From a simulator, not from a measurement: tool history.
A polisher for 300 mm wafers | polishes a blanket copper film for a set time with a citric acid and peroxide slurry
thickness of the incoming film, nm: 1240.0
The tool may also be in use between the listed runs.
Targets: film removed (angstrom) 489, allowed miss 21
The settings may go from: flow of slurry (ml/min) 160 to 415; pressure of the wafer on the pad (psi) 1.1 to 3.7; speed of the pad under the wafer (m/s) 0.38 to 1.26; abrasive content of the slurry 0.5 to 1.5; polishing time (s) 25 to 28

run    day  flow of slurry (ml/min)  pressure of the wafer on the pad (psi)  speed of the pad under the wafer (m/s)  abrasive content of the slurry  polishing time (s)  film removed (angstrom)
  1      0                      265                                     2.4                                    0.82                               1                  28                   368.63
  2  0.333                      265                                     2.6                                    0.82                               1                  28                    403.5
  3   0.55                      265                                     2.6                                    0.82                            1.15                  28                   417.52
  4  0.792                      265                                     2.7                                    0.82                            1.15                  28                   420.46
  5  0.883                      265                                     2.7                                    0.68                            1.15                  28                    350.8
  6  0.912                      265                                     2.9                                    0.68                            1.15                  28                   369.65
  7  0.988                      265                                     3.1                                    0.68                            1.15                  28                   401.16
  8  1.062                      265                                     3.2                                    0.68                            1.15                  28                   410.14
  9   1.35                      265                                     3.3                                    0.68                            1.15                  28                    426.1

5 next moves are on the table. One of them brings every result within its allowed miss. Which?
  A  1.638                      235                                     2.9                                     0.7                            0.95                  28                        ?
  B  1.638                      235                                     3.6                                    0.76                            0.95                  28                        ?
  C  1.638                      250                                     3.2                                    0.62                             1.1                  28                        ?
  D  1.638                      235                                     3.2                                    0.72                            1.15                  28                        ?
  E  1.638                      265                                     3.5                                    0.66                             1.2                  28                        ?

move  film removed (angstrom)
   A                   367.71
   B                   483.32
   C                   369.89
   D                   428.61
   E                   435.79
A: further off than the last run
B: meets every target
C: further off than the last run
D: as far off as the last run
E: nearer than the last run, and not there yet
Move B is the one to make.

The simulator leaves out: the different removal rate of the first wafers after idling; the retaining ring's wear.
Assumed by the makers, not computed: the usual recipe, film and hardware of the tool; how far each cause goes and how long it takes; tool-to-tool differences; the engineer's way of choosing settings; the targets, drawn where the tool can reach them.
